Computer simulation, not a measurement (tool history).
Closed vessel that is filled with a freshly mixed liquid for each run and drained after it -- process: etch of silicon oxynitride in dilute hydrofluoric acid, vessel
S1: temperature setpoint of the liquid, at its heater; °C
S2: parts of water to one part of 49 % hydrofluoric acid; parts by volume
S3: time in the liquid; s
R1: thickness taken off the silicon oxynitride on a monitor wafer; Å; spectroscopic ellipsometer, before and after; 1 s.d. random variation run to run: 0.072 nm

run    day    S1  S2   S3       R1
  1  0.000  21.0  95  180   79.386
  2  0.150  22.5  95  180   86.180
  3  0.475  23.5  95  180   90.666
  4  0.529  24.5  95  180   94.304
  5  0.767  25.5  95  180   99.420
  6  0.975  26.0  95  180  102.240
  7  1.038  26.0  95  180  100.440

Forecast run 8:
  8  1.429  26.5  95  180   ?

Run 8 produced R1 103.490 Å.

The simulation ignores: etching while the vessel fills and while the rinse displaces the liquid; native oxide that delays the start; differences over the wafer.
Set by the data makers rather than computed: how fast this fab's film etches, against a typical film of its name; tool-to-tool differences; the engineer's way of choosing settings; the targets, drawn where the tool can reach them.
